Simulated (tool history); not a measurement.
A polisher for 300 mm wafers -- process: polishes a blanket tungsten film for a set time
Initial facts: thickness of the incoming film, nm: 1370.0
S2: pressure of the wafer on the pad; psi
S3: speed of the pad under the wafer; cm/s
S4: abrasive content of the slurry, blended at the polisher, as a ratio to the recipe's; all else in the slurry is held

run 1 day=0.000 | flow_of_slurry_(ml/min)=315 S2=3.1 S3=118 S4=1.0 polishing_time_(s)=50 | film_removed_(angstrom)=2223.1
run 2 day=0.362 | flow_of_slurry_(ml/min)=315 S2=3.5 S3=118 S4=1.0 polishing_time_(s)=50 | film_removed_(angstrom)=2457.8
run 3 day=0.646 | flow_of_slurry_(ml/min)=315 S2=3.5 S3=118 S4=1.0 polishing_time_(s)=46 | film_removed_(angstrom)=2230.5
run 4 day=0.808 | flow_of_slurry_(ml/min)=240 S2=3.5 S3=118 S4=1.0 polishing_time_(s)=46 | film_removed_(angstrom)=2163.6
run 5 day=0.879 | flow_of_slurry_(ml/min)=275 S2=3.9 S3=120 S4=1.0 polishing_time_(s)=46 | film_removed_(angstrom)=2459.1
run 6 day=0.962 | flow_of_slurry_(ml/min)=300 S2=4.2 S3=124 S4=1.0 polishing_time_(s)=46 | film_removed_(angstrom)=2750.1
run 7 day=1.058 | flow_of_slurry_(ml/min)=315 S2=4.4 S3=126 S4=1.0 polishing_time_(s)=46 | film_removed_(angstrom)=2964.5
-- day=1.388 worn pad replaced by a new one
run 8 day=1.388 | flow_of_slurry_(ml/min)=330 S2=4.5 S3=128 S4=1.0 polishing_time_(s)=46 | film_removed_(angstrom)=3384.4
run 9 day=1.521 | flow_of_slurry_(ml/min)=340 S2=4.5 S3=128 S4=1.0 polishing_time_(s)=46 | film_removed_(angstrom)=3403.5

Forecast run 10:
run 10 day=1.625 | flow_of_slurry_(ml/min)=350 S2=4.5 S3=128 S4=1.0 polishing_time_(s)=46 | film_removed_(angstrom)=?

Run 10 yielded film removed (angstrom) 3352.3.
